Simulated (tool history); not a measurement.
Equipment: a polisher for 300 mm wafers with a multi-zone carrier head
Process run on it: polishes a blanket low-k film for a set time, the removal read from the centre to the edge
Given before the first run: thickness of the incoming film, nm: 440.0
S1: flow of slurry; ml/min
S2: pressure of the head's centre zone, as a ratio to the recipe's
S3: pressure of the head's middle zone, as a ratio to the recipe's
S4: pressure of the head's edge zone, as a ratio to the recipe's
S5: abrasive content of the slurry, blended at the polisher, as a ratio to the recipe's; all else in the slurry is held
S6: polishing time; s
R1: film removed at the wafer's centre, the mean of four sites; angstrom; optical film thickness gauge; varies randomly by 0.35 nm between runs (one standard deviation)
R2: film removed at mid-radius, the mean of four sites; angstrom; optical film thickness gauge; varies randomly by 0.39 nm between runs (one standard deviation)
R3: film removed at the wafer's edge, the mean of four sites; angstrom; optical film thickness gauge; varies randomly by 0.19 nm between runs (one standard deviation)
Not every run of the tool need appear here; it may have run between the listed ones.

run  hour   S1    S2  S3    S4    S5  S6      R1      R2      R3
  1     0  195     1   1     1     1  79  344.75  326.19  330.36
  2   1.7  190  0.99   1  0.97  0.95  79  333.33  317.14  315.65
  3   6.7  190  0.99   1  0.97  0.95  96  403.26  383.38  384.23
  4    13  190  0.99   1  0.97  0.95  83  351.09  326.85  331.03
  5    15  240  0.99   1  0.97  0.95  83  352.73  347.44  344.07
  6  18.7  225  0.98   1  0.94   0.9  83  346.72  334.44  324.51

Run 7, settings as shown, results not yet in. Your forecast:
  7    23  215  0.96   1  0.92  0.85  83   ?   ?   ?

Run 7 produced R1 323.83 angstrom, R2 323.77 angstrom, R3 316.33 angstrom.

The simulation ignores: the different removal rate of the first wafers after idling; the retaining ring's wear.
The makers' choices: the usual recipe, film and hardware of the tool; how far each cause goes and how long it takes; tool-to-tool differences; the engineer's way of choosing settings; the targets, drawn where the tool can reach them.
